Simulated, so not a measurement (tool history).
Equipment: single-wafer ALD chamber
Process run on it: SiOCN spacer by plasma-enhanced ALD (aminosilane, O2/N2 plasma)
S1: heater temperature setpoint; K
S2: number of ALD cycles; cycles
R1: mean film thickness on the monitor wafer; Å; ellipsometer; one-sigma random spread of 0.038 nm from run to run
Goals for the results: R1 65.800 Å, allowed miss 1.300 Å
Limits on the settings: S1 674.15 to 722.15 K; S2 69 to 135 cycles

run	hour	S1	S2	R1
1	0.0	698.15	102	58.441
2	1.7	696.15	104	59.564
3	10.6	701.15	104	58.585
4	17.0	710.15	104	57.376
5	17.8	710.15	91	49.738
6	22.3	704.15	91	50.584
7	27.9	704.15	91	51.445
8	29.5	701.15	94	53.392
9	34.0	701.15	94	53.442
10	42.8	698.15	97	55.435
11	46.8	696.15	99	56.820
12	48.1	694.15	101	58.194
13	52.7	692.15	103	59.418
14	53.8	691.15	105	61.091
15	58.1	690.15	106	62.211

Of the 4 settings listed for the next run, only one would bring every result within its allowed miss of target. Which one?
A	62.4	687.15	112	?
B	62.4	696.15	101	?
C	62.4	688.15	103	?
D	62.4	689.15	99	?

move	R1
A	66.403
B	58.390
C	60.898
D	58.371
A: every result within its allowed miss
B: misses by more than the last run did
C: misses by more than the last run did
D: misses by more than the last run did
The move that meets every target is A.
